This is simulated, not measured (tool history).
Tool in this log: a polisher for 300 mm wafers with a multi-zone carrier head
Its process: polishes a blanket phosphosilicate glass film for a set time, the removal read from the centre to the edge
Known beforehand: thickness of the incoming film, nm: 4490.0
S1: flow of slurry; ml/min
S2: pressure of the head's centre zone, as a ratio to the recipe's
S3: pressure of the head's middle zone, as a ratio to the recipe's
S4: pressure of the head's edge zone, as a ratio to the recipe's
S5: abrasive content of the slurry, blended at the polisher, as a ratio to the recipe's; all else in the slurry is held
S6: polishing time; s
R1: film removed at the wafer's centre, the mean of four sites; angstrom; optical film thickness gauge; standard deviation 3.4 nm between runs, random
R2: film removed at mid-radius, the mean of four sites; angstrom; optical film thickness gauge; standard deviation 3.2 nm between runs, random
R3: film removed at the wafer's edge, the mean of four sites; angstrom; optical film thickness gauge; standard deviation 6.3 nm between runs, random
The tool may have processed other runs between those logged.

run  hour   S1    S2    S3    S4    S5  S6      R1      R2      R3
  1   0.0  180  1.00  1.00  1.00  1.00  88  8780.3  8911.9  8886.0
  2   0.7  170  0.99  0.97  0.99  0.90  80  7234.3  7296.3  7444.7
  3   8.7  170  0.91  0.97  0.99  0.90  80  6727.6  7343.8  7426.0
  4  16.1  170  0.91  0.97  1.03  0.90  80  6689.9  7352.6  7726.9
  5  21.7  170  0.85  0.97  1.03  0.90  80  6333.9  7274.1  7455.6
  6  25.0  170  0.85  0.90  1.03  0.90  80  6385.3  6920.0  7746.1
  7  31.0  165  0.86  0.88  1.00  0.80  75  5490.9  5851.5  6394.2
  8  31.8  155  0.88  0.87  1.00  0.75  73  5084.8  5161.4  5742.9

For run 9, what comes out?
  9  39.8  145  0.88  0.86  0.99  0.70  73   ?   ?   ?

{"run 9": {"R1": 4665.5, "R2": 4768.9, "R3": 5499.4}}
